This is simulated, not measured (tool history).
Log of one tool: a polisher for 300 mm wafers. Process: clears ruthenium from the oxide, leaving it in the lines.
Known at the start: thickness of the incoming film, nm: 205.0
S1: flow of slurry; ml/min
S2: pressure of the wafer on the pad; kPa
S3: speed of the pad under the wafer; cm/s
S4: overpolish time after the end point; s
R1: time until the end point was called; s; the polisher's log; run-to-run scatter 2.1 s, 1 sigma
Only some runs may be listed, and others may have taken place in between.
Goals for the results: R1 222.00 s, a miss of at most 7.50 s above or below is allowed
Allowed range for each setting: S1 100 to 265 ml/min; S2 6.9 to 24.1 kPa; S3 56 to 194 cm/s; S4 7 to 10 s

run 1 hour=0.0 | S1=170 S2=15.2 S3=124 S4=10 | R1=157.00
run 2 hour=1.5 | S1=165 S2=13.8 S3=124 S4=10 | R1=173.25
run 3 hour=8.8 | S1=160 S2=13.1 S3=124 S4=10 | R1=186.36
run 4 hour=12.6 | S1=195 S2=13.1 S3=124 S4=10 | R1=178.97
run 5 hour=13.7 | S1=190 S2=12.4 S3=124 S4=10 | R1=188.10
run 6 hour=14.6 | S1=185 S2=11.7 S3=124 S4=10 | R1=201.89
-- hour=21.0 head pressure recalibrated
run 7 hour=21.0 | S1=180 S2=11.7 S3=124 S4=10 | R1=180.72
run 8 hour=29.7 | S1=180 S2=10.3 S3=120 S4=10 | R1=214.40

5 candidate next runs follow, results not yet known. Just one meets every target within its allowed miss. Identify it.
run A hour=38.4 | S1=205 S2=9.7 S3=132 S4=7 | R1=?
run B hour=38.4 | S1=230 S2=13.8 S3=88 S4=10 | R1=?
run C hour=38.4 | S1=155 S2=9.0 S3=126 S4=7 | R1=?
run D hour=38.4 | S1=200 S2=9.0 S3=130 S4=9 | R1=?
run E hour=38.4 | S1=155 S2=10.3 S3=128 S4=10 | R1=?

move=A R1=201.17
move=B R1=207.53
move=C R1=236.15
move=D R1=219.84
move=E R1=202.92
A: its largest miss is bigger than the last run's
B: its largest miss is bigger than the last run's
C: pushes the last run's worst result past its target
D: all results in spec
E: its largest miss is bigger than the last run's
The right move is D.
